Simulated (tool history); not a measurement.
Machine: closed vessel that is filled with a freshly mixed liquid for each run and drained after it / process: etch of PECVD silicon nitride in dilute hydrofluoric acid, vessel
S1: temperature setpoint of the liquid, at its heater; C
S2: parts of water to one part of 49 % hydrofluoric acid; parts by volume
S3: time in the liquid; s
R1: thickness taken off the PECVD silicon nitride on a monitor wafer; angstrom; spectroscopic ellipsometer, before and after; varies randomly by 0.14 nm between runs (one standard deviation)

| run | day | S1 | S2 | S3 | R1 |
|---|---|---|---|---|---|
| 1 | 0.000 | 26.0 | 220 | 2685 | 239.59 |
| 2 | 0.321 | 27.5 | 220 | 2685 | 262.30 |
| 3 | 0.529 | 31.0 | 220 | 2685 | 322.91 |
| 4 | 0.679 | 31.0 | 290 | 2685 | 245.30 |
| 5 | 0.750 | 31.0 | 340 | 2685 | 207.12 |
| 6 | 0.950 | 31.0 | 395 | 2685 | 177.11 |
| 7 | 1.267 | 34.0 | 305 | 2715 | 276.62 |

Predict the results of run 8:
| 8 | 1.425 | 34.0 | 290 | 2715 | ? |

R1: 291.79 angstrom
